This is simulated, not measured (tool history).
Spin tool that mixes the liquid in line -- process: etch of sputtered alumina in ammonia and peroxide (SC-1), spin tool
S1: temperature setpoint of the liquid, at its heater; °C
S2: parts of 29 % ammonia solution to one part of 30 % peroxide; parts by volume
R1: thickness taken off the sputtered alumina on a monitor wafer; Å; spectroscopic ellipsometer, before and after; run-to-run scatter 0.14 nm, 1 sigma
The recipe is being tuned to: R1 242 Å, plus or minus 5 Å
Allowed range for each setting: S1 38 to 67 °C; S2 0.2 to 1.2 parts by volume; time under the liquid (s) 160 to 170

run 1 day=0 | S1=51 S2=1 time_under_the_liquid_(s)=160 | R1=167.3
run 2 day=0.096 | S1=51 S2=1 time_under_the_liquid_(s)=160 | R1=166.23
run 3 day=0.3 | S1=51 S2=1 time_under_the_liquid_(s)=160 | R1=166.09
run 4 day=0.488 | S1=51.5 S2=1 time_under_the_liquid_(s)=160 | R1=167.82
run 5 day=0.529 | S1=52.5 S2=1 time_under_the_liquid_(s)=160 | R1=180.44
run 6 day=0.862 | S1=52.5 S2=1.2 time_under_the_liquid_(s)=160 | R1=182.26
run 7 day=1.088 | S1=53 S2=1.2 time_under_the_liquid_(s)=160 | R1=188.39
run 8 day=1.125 | S1=53.5 S2=1.2 time_under_the_liquid_(s)=160 | R1=194.36
run 9 day=1.408 | S1=54 S2=1.2 time_under_the_liquid_(s)=160 | R1=198.82
run 10 day=1.575 | S1=54.5 S2=1.2 time_under_the_liquid_(s)=160 | R1=203.47
run 11 day=1.658 | S1=55 S2=1.2 time_under_the_liquid_(s)=160 | R1=210.53
run 12 day=1.742 | S1=55.5 S2=1.2 time_under_the_liquid_(s)=160 | R1=214.81
run 13 day=2.067 | S1=57 S2=1.2 time_under_the_liquid_(s)=160 | R1=233.18

Pick the move, out of 4, that brings all results within their allowed miss; only one does.
run A day=2.392 | S1=57.5 S2=1.2 time_under_the_liquid_(s)=170 | R1=?
run B day=2.392 | S1=56.5 S2=1.2 time_under_the_liquid_(s)=170 | R1=?
run C day=2.392 | S1=59 S2=1.2 time_under_the_liquid_(s)=160 | R1=?
run D day=2.392 | S1=55 S2=1.2 time_under_the_liquid_(s)=165 | R1=?

move=A R1=255.01
move=B R1=242
move=C R1=259.45
move=D R1=216.99
A: moves the result that the last run missed by most past its target, out the other side
B: all results in spec
C: moves the result that the last run missed by most past its target, out the other side
D: the biggest miss grows against the last run
The right move is B.
